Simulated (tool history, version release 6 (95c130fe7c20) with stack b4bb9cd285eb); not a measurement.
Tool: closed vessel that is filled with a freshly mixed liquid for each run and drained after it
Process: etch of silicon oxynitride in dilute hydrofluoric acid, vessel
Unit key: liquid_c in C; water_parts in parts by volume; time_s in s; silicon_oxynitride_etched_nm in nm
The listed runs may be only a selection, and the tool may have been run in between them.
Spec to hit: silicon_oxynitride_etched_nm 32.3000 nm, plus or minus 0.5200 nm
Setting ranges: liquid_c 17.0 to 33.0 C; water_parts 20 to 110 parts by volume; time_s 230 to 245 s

{"run": 1, "hour": 0.0, "liquid_c": 25.0, "water_parts": 60, "time_s": 230, "silicon_oxynitride_etched_nm": 10.003}
{"run": 2, "hour": 7.9, "liquid_c": 25.0, "water_parts": 60, "time_s": 230, "silicon_oxynitride_etched_nm": 9.9316}
{"run": 3, "hour": 13.0, "liquid_c": 23.5, "water_parts": 60, "time_s": 230, "silicon_oxynitride_etched_nm": 9.2689}
{"run": 4, "hour": 21.7, "liquid_c": 23.5, "water_parts": 70, "time_s": 230, "silicon_oxynitride_etched_nm": 7.8776}
{"run": 5, "hour": 27.8, "liquid_c": 26.0, "water_parts": 55, "time_s": 235, "silicon_oxynitride_etched_nm": 11.672}
{"run": 6, "hour": 36.2, "liquid_c": 29.0, "water_parts": 55, "time_s": 235, "silicon_oxynitride_etched_nm": 13.432}
{"run": 7, "hour": 39.3, "liquid_c": 30.0, "water_parts": 45, "time_s": 240, "silicon_oxynitride_etched_nm": 17.718}
{"run": 8, "hour": 42.5, "liquid_c": 30.5, "water_parts": 40, "time_s": 240, "silicon_oxynitride_etched_nm": 20.663}
{"run": 9, "hour": 50.9, "liquid_c": 33.0, "water_parts": 20, "time_s": 240, "silicon_oxynitride_etched_nm": 47.191}
{"run": 10, "hour": 53.4, "liquid_c": 29.0, "water_parts": 20, "time_s": 240, "silicon_oxynitride_etched_nm": 39.143}
{"run": 11, "hour": 59.0, "liquid_c": 27.5, "water_parts": 20, "time_s": 240, "silicon_oxynitride_etched_nm": 36.198}
{"run": 12, "hour": 62.8, "liquid_c": 26.5, "water_parts": 20, "time_s": 240, "silicon_oxynitride_etched_nm": 34.618}
{"run": 13, "hour": 67.2, "liquid_c": 26.0, "water_parts": 20, "time_s": 240, "silicon_oxynitride_etched_nm": 33.811}
{"run": 14, "hour": 71.5, "liquid_c": 25.5, "water_parts": 20, "time_s": 240, "silicon_oxynitride_etched_nm": 33.106}

Of the 4 settings listed for the next run, only one would bring every result within its allowed miss of target. Which one?
{"run": "A", "hour": 75.8, "liquid_c": 26.5, "water_parts": 20, "time_s": 230, "silicon_oxynitride_etched_nm": "?"}
{"run": "B", "hour": 75.8, "liquid_c": 25.5, "water_parts": 20, "time_s": 245, "silicon_oxynitride_etched_nm": "?"}
{"run": "C", "hour": 75.8, "liquid_c": 26.0, "water_parts": 20, "time_s": 240, "silicon_oxynitride_etched_nm": "?"}
{"run": "D", "hour": 75.8, "liquid_c": 26.0, "water_parts": 20, "time_s": 230, "silicon_oxynitride_etched_nm": "?"}

move=A silicon_oxynitride_etched_nm=33.2460
move=B silicon_oxynitride_etched_nm=33.7150
move=C silicon_oxynitride_etched_nm=33.8500
move=D silicon_oxynitride_etched_nm=32.4400
A: its largest miss is bigger than the last run's
B: its largest miss is bigger than the last run's
C: its largest miss is bigger than the last run's
D: in spec on every target
Go with D: it meets all targets.

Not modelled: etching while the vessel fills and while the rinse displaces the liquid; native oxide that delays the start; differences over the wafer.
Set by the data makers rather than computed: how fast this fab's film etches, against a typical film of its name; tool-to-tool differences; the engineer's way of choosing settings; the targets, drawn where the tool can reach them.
